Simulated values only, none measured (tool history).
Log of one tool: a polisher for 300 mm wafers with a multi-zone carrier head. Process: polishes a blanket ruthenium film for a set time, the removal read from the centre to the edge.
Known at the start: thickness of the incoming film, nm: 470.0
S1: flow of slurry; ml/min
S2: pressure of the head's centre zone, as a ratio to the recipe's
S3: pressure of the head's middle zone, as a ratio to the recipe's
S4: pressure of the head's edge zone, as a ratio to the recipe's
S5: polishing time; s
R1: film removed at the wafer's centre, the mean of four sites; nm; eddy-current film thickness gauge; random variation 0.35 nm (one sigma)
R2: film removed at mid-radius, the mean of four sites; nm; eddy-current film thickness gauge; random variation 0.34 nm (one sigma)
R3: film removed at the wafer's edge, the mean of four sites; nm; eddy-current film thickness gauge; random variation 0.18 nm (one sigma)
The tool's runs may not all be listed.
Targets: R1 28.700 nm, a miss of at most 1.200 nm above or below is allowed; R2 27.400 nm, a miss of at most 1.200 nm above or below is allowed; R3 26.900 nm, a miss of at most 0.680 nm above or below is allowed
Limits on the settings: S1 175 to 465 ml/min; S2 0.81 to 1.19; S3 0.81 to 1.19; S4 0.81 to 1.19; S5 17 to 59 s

run 1 hour=0.0 | S1=295 S2=1.00 S3=1.00 S4=1.00 S5=38 | R1=34.369 R2=34.064 R3=35.106
run 2 hour=5.5 | S1=295 S2=1.05 S3=1.00 S4=1.00 S5=38 | R1=36.903 R2=34.113 R3=35.387
run 3 hour=10.6 | S1=295 S2=1.05 S3=1.00 S4=1.00 S5=31 | R1=30.391 R2=28.215 R3=28.509
run 4 hour=12.8 | S1=290 S2=1.05 S3=1.00 S4=0.99 S5=31 | R1=29.655 R2=28.382 R3=28.425
run 5 hour=18.6 | S1=355 S2=1.05 S3=1.00 S4=0.99 S5=31 | R1=29.919 R2=28.438 R3=28.892
run 6 hour=20.6 | S1=355 S2=1.05 S3=1.00 S4=1.03 S5=31 | R1=30.424 R2=28.214 R3=29.337
run 7 hour=25.0 | S1=355 S2=1.05 S3=1.00 S4=1.02 S5=31 | R1=30.659 R2=28.675 R3=29.656
run 8 hour=26.5 | S1=350 S2=1.05 S3=1.00 S4=1.01 S5=31 | R1=29.826 R2=28.801 R3=28.982
run 9 hour=28.7 | S1=350 S2=1.05 S3=1.00 S4=1.00 S5=31 | R1=29.353 R2=28.585 R3=29.097
run 10 hour=31.3 | S1=340 S2=1.05 S3=1.00 S4=0.99 S5=31 | R1=30.153 R2=28.737 R3=29.252
run 11 hour=32.9 | S1=340 S2=1.03 S3=1.00 S4=0.90 S5=29 | R1=27.899 R2=26.684 R3=26.096

Consider the 5 candidate settings below. Which is the only one whose results all fall within their allowed miss of target?
run A hour=34.5 | S1=320 S2=0.96 S3=0.90 S4=0.87 S5=30 | R1=? R2=? R3=?
run B hour=34.5 | S1=195 S2=0.97 S3=1.05 S4=0.87 S5=31 | R1=? R2=? R3=?
run C hour=34.5 | S1=230 S2=1.06 S3=0.93 S4=0.91 S5=30 | R1=? R2=? R3=?
run D hour=34.5 | S1=190 S2=1.05 S3=1.13 S4=0.83 S5=32 | R1=? R2=? R3=?
run E hour=34.5 | S1=285 S2=1.00 S3=0.95 S4=0.81 S5=31 | R1=? R2=? R3=?

move=A R1=26.215 R2=25.105 R3=26.732
move=B R1=25.860 R2=28.041 R3=26.509
move=C R1=27.868 R2=24.968 R3=26.471
move=D R1=28.751 R2=30.709 R3=26.851
move=E R1=27.878 R2=26.855 R3=26.757
A: the furthest-off result lands on target, but another misses its tolerance
B: the furthest-off result lands on target, but another misses its tolerance
C: the furthest-off result lands on target, but another misses its tolerance
D: the furthest-off result lands on target, but another misses its tolerance
E: every result lands within tolerance
So the answer is move E, the one that meets all the targets.

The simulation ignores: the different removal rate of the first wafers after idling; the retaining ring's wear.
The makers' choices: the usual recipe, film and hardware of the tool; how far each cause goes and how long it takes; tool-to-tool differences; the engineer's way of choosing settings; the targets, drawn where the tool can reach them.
